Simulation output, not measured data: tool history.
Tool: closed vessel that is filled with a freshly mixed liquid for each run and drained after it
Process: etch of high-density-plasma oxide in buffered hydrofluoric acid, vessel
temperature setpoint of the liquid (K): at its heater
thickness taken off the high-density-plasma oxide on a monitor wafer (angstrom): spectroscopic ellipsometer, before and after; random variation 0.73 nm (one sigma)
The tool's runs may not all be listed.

run,hour,temperature setpoint of the liquid (K),parts of 40 % ammonium fluoride to one part of 49 % hydrofluoric acid (parts by volume),time in the liquid (s),thickness taken off the high-density-plasma oxide on a monitor wafer (angstrom)
1,0,294.15,12.5,105,888.06
2,5.9,294.15,12.5,110,934.49
3,14.5,295.15,12.5,110,993.9
4,20.7,293.65,12.5,110,909.72
5,29.7,294.65,12.5,110,975.56
6,32.7,294.65,15.5,110,786.08
7,40.5,296.65,15.5,110,868.33
8,47.3,298.15,15.5,110,942.06
9,55,299.15,15.5,110,1004.5
10,62.6,299.65,15.5,110,1017.9

The next listed run, before its measurement:
11,69.3,300.15,15.5,110,?

{"run 11": {"thickness taken off the high-density-plasma oxide on a monitor wafer (angstrom)": 1059.8}}
